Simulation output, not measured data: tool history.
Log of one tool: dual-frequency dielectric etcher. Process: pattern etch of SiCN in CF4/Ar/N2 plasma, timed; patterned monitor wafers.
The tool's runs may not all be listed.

run  hour  source power (kW)  bias power (kW)  Ar flow (sccm)  CF4 flow (sccm)  etch time (s)  mean etch depth across the wafer (Å)
  1     0               0.35            0.077             117               76           99.5                                753.18
  2   1.7               0.35            0.077             103               76           99.5                                 757.5
  3   8.3               0.36            0.077             103               76           99.5                                770.96
  4  14.8               0.36            0.087             103               76           99.5                                824.37
  5  20.4               0.36            0.087             103               76           99.5                                819.55
  6  21.7               0.37            0.087             103               76           99.5                                836.71
  7  23.1               0.38            0.087             103               76           99.5                                844.58

The next listed run, before its measurement:
  8  29.9               0.39            0.087             103               76           99.5                                     ?

mean etch depth across the wafer (Å): 854.47

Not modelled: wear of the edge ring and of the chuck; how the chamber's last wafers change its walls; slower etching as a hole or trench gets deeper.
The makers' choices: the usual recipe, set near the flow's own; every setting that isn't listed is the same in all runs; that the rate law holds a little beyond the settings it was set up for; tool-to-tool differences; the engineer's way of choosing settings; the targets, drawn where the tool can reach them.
